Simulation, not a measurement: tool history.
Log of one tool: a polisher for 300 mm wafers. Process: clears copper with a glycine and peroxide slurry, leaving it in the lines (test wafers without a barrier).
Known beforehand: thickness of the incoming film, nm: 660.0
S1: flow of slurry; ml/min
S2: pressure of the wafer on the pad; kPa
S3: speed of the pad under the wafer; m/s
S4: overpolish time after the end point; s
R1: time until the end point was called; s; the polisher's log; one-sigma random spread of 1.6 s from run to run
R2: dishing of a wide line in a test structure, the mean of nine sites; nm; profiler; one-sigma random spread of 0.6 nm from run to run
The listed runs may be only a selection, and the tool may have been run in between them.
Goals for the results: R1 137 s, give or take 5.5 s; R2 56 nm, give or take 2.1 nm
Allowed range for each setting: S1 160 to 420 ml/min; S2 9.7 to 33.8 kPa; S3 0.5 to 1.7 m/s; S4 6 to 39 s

| run | hour | S1 | S2 | S3 | S4 | R1 | R2 |
|---|---|---|---|---|---|---|---|
| 1 | 0 | 270 | 21.4 | 1.1 | 20 | 96.499 | 69.826 |
| 2 | 5.5 | 295 | 21.4 | 1.1 | 20 | 94.898 | 70.233 |
| 3 | 13.9 | 290 | 20.7 | 1.1 | 20 | 97.421 | 68.656 |
| 4 | 22.6 | 260 | 20.7 | 1.1 | 20 | 99.782 | 70.092 |
| 5 | 23.2 | 255 | 20 | 1.1 | 20 | 99.661 | 67.563 |
| 6 | 28.2 | 255 | 20 | 1.22 | 20 | 92.751 | 71.702 |
| 7 | 32.8 | 255 | 20 | 1.22 | 20 | 95.477 | 70.644 |
| 8 | 41.3 | 255 | 18.6 | 1.22 | 20 | 97.913 | 68.178 |
| 9 | 47.6 | 255 | 17.2 | 1.22 | 20 | 103.36 | 66.106 |

4 candidate next runs follow, results not yet known. Just one meets every target within its allowed miss. Identify it.
| A | 53.9 | 175 | 15.9 | 0.78 | 21 | ? | ? |
| B | 53.9 | 165 | 20 | 1.56 | 13 | ? | ? |
| C | 53.9 | 215 | 14.5 | 0.86 | 23 | ? | ? |
| D | 53.9 | 240 | 14.5 | 0.94 | 21 | ? | ? |

| move | R1 | R2 |
|---|---|---|
| A | 150.26 | 51.749 |
| B | 81.81 | 56.508 |
| C | 144.33 | 56.563 |
| D | 134.61 | 55.54 |
A: moves the result that the last run missed by most past its target, out the other side
B: the biggest miss grows against the last run
C: moves the result that the last run missed by most past its target, out the other side
D: each result inside its tolerance
D meets every target.
